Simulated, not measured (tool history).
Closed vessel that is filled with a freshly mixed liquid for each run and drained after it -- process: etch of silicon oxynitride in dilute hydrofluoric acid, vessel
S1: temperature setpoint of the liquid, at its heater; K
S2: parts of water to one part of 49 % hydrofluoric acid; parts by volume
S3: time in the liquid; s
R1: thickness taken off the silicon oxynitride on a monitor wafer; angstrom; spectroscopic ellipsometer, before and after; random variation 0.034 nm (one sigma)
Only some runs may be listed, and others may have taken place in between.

run	hour	S1	S2	S3	R1
1	0	293.15	185	135	18.501
2	6.3	295.15	175	135	21.444
3	14.1	295.15	175	135	21.668
4	23.1	298.65	175	135	25.28
5	31.4	298.65	205	135	21.095
6	38.3	298.65	235	135	18.363

Run 7 is up next; what results do you expect?
# hour 46.3: thermometer replaced
7	46.3	299.15	210	135	?

Run 7 measured R1 23.063 angstrom.

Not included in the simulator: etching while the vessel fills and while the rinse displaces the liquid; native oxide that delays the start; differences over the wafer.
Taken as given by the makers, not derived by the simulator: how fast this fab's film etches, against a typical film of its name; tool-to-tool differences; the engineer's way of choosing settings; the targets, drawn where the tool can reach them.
